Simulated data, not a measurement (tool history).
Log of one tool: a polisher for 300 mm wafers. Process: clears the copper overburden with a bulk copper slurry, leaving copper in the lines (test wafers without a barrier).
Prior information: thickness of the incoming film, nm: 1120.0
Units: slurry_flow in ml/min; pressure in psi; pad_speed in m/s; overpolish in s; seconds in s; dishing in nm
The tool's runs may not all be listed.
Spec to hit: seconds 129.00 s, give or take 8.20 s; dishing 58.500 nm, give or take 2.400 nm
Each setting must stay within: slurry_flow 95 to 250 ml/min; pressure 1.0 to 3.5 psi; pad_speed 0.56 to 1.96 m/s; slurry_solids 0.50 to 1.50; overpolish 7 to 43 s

run 1 hour=0.0 | slurry_flow=160 pressure=2.2 pad_speed=1.26 slurry_solids=1.00 overpolish=22 | seconds=130.95 dishing=70.382
run 2 hour=5.9 | slurry_flow=160 pressure=2.2 pad_speed=1.26 slurry_solids=1.00 overpolish=20 | seconds=129.08 dishing=67.933
run 3 hour=11.3 | slurry_flow=135 pressure=2.2 pad_speed=1.26 slurry_solids=1.00 overpolish=20 | seconds=134.08 dishing=68.990
run 4 hour=12.4 | slurry_flow=135 pressure=2.7 pad_speed=1.26 slurry_solids=1.00 overpolish=20 | seconds=109.26 dishing=73.902
run 5 hour=14.9 | slurry_flow=135 pressure=2.6 pad_speed=1.26 slurry_solids=1.00 overpolish=19 | seconds=113.95 dishing=70.901
run 6 hour=21.5 | slurry_flow=110 pressure=2.6 pad_speed=1.26 slurry_solids=1.00 overpolish=19 | seconds=117.23 dishing=70.444
run 7 hour=29.6 | slurry_flow=110 pressure=2.6 pad_speed=1.26 slurry_solids=1.00 overpolish=18 | seconds=118.49 dishing=68.334
run 8 hour=37.8 | slurry_flow=110 pressure=2.6 pad_speed=1.26 slurry_solids=1.00 overpolish=17 | seconds=112.78 dishing=66.650
run 9 hour=41.0 | slurry_flow=110 pressure=2.5 pad_speed=1.26 slurry_solids=1.00 overpolish=17 | seconds=117.17 dishing=66.914
run 10 hour=48.4 | slurry_flow=110 pressure=2.5 pad_speed=1.26 slurry_solids=1.00 overpolish=16 | seconds=125.92 dishing=65.225
run 11 hour=51.1 | slurry_flow=115 pressure=2.5 pad_speed=1.30 slurry_solids=1.00 overpolish=9 | seconds=116.26 dishing=47.460
run 12 hour=55.9 | slurry_flow=115 pressure=2.5 pad_speed=1.28 slurry_solids=1.00 overpolish=10 | seconds=122.63 dishing=49.428
run 13 hour=63.2 | slurry_flow=115 pressure=2.5 pad_speed=1.28 slurry_solids=1.00 overpolish=11 | seconds=121.96 dishing=52.888
run 14 hour=70.7 | slurry_flow=115 pressure=2.4 pad_speed=1.24 slurry_solids=1.00 overpolish=18 | seconds=128.27 dishing=65.438
run 15 hour=77.5 | slurry_flow=120 pressure=2.4 pad_speed=1.26 slurry_solids=1.00 overpolish=16 | seconds=131.53 dishing=63.587

Of the 5 settings listed for the next run, only one would bring every result within its allowed miss of target. Which one?
run A hour=84.3 | slurry_flow=150 pressure=2.7 pad_speed=1.14 slurry_solids=1.30 overpolish=12 | seconds=? dishing=?
run B hour=84.3 | slurry_flow=135 pressure=2.7 pad_speed=1.28 slurry_solids=0.90 overpolish=12 | seconds=? dishing=?
run C hour=84.3 | slurry_flow=95 pressure=2.5 pad_speed=1.32 slurry_solids=0.85 overpolish=14 | seconds=? dishing=?
run D hour=84.3 | slurry_flow=100 pressure=2.5 pad_speed=1.24 slurry_solids=0.90 overpolish=17 | seconds=? dishing=?
run E hour=84.3 | slurry_flow=100 pressure=2.6 pad_speed=1.24 slurry_solids=0.90 overpolish=12 | seconds=? dishing=?

move=A seconds=113.19 dishing=58.651
move=B seconds=114.96 dishing=58.151
move=C seconds=128.68 dishing=59.075
move=D seconds=133.17 dishing=64.069
move=E seconds=128.18 dishing=54.451
A: gets the furthest-off result to its target, but another result is out of tolerance
B: gets the furthest-off result to its target, but another result is out of tolerance
C: in spec on every target
D: further off than the last run
E: takes the result that was furthest off past its target
The move that meets every target is C.
